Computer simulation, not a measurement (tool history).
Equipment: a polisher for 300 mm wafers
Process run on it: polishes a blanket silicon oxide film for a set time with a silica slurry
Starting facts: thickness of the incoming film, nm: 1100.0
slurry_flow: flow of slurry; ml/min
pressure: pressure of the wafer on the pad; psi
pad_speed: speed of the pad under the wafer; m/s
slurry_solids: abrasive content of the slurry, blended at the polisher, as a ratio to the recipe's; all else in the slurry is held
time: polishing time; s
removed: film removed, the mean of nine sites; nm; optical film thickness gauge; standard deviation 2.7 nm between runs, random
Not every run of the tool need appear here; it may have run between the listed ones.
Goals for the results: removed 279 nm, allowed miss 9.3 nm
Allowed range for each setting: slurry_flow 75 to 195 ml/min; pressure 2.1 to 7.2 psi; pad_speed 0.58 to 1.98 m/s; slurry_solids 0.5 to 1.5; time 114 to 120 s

run,hour,slurry_flow,pressure,pad_speed,slurry_solids,time,removed
1,0,125,4.6,1.28,1,114,411.44
2,8.7,125,4.6,1.56,1,114,475.92
3,17.3,125,4.6,1.56,1,120,515.61
4,25.1,125,4.6,1.56,1,114,479.97
5,30.8,120,4,1.56,1,114,423.34
6,38.9,115,3.5,1.54,1,114,374.1
7,41.6,110,3.2,1.54,1,114,338.04
8,48.6,105,3,1.54,1,114,328.77
9,56.7,105,3,1.54,1,114,330.88
10,61.3,105,2.8,1.54,1,114,303.8
11,65.4,105,2.7,1.54,1,114,302.6
12,66.1,105,2.6,1.54,1,114,292.77

Below are 5 possible settings for the next run. Only one of them brings all results inside the allowed miss of their targets. Which is it?
A,66.8,105,2.3,1.52,0.95,114,?
B,66.8,105,3.1,1.36,0.95,118,?
C,66.8,95,2.2,1.66,0.85,120,?
D,66.8,125,2.2,1.88,0.9,120,?
E,66.8,115,2.4,1.48,1,116,?

move,removed
A,253.58
B,299.04
C,251.45
D,309.36
E,274.57
A: carries the result that was furthest off beyond its target, to the other side
B: lands further from the targets than the last run did
C: carries the result that was furthest off beyond its target, to the other side
D: lands further from the targets than the last run did
E: meets every target
The move that meets every target is E.
